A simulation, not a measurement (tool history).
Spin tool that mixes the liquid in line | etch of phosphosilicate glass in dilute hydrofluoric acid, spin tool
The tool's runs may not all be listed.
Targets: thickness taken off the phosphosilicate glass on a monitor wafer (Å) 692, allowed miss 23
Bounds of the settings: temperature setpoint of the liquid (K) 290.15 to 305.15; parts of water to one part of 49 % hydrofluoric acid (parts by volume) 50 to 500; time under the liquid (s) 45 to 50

run	hour	temperature setpoint of the liquid (K)	parts of water to one part of 49 % hydrofluoric acid (parts by volume)	time under the liquid (s)	thickness taken off the phosphosilicate glass on a monitor wafer (Å)
1	0	297.15	275	45	240.93
2	5.5	297.15	275	45	236.05
3	7.6	295.15	275	45	228.17
4	12.4	295.15	180	45	377.17
5	13.4	295.15	180	50	420.39
6	21.7	298.65	180	50	471.11
7	26.6	299.15	175	50	503.35
# hour 30.2: hydrofluoric acid flow meter replaced
8	30.2	299.65	170	50	590.97
9	36.8	300.15	170	50	593.05
10	39.5	300.65	170	50	589.44
11	43.6	301.15	170	50	607.72
12	52	304.65	165	50	723.31

4 next moves are on the table. One of them brings every result within its allowed miss. Which?
A	60.4	305.15	160	45	?
B	60.4	305.15	155	50	?
C	60.4	305.15	150	50	?
D	60.4	303.65	145	50	?

move	thickness taken off the phosphosilicate glass on a monitor wafer (Å)
A	672.82
B	776.94
C	808.34
D	798.16
A: meets every target
B: further off than the last run
C: further off than the last run
D: further off than the last run
Move A is the one to make.
